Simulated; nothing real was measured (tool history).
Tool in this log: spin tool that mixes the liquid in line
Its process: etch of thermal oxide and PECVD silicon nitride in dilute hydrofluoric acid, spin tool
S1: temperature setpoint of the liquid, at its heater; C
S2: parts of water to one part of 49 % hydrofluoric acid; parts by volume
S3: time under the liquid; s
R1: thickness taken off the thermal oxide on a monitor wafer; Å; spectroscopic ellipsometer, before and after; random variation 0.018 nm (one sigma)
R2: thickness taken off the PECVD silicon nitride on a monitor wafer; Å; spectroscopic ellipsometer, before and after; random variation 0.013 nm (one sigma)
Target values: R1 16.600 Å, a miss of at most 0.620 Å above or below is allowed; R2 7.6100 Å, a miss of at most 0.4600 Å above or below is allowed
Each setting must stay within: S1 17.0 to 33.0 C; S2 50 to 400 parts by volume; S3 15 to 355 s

run	hour	S1	S2	S3	R1	R2
1	0.0	25.0	225	180	33.706	13.7900
2	6.4	22.0	225	180	30.596	11.4840
3	7.2	20.5	225	180	29.050	10.7490
4	9.6	21.0	240	180	26.723	10.0650
5	14.6	21.0	195	180	34.788	12.6410
6	19.2	21.5	215	180	31.491	11.7030
7	28.1	22.0	230	180	29.853	11.5630
8	34.4	22.0	245	180	27.224	10.8290
9	37.7	22.0	255	180	25.525	10.3130
10	41.3	22.0	265	180	24.991	9.8258
11	42.3	22.5	275	180	24.065	9.6826
12	50.2	22.5	285	180	22.902	9.4616
13	58.6	22.5	295	180	22.155	9.1532
14	62.0	22.5	305	180	21.054	8.6809
15	70.6	22.5	315	180	20.340	8.5996
16	74.8	22.5	320	180	19.598	8.5684
17	77.7	22.5	325	180	19.321	8.1043
18	84.4	22.5	330	180	19.375	8.1028
19	88.0	22.5	335	180	18.699	8.1207
20	93.8	22.5	340	180	18.022	8.1191
21	97.0	22.0	350	185	17.768	7.5946
22	105.8	22.0	355	185	17.465	7.7302
23	113.9	22.5	370	190	17.276	7.8186
# hour 114.8: hydrofluoric acid flow meter replaced
24	114.8	22.5	375	190	18.500	8.2136
25	123.2	22.5	380	190	18.095	7.8704
26	124.2	23.5	390	185	17.603	8.2547

Below are 5 possible settings for the next run. Only one of them brings all results inside the allowed miss of their targets. Which is it?
A	125.2	19.0	325	190	?	?
B	125.2	29.0	400	165	?	?
C	125.2	23.0	385	190	?	?
D	125.2	21.0	330	180	?	?
E	125.2	24.0	370	160	?	?

move	R1	R2
A	19.422	7.4572
B	17.886	9.5912
C	17.899	8.1019
D	19.388	7.8960
E	16.438	7.5332
A: its largest miss is bigger than the last run's
B: its largest miss is bigger than the last run's
C: its largest miss is bigger than the last run's
D: its largest miss is bigger than the last run's
E: each result inside its tolerance
Go with E: it meets all targets.
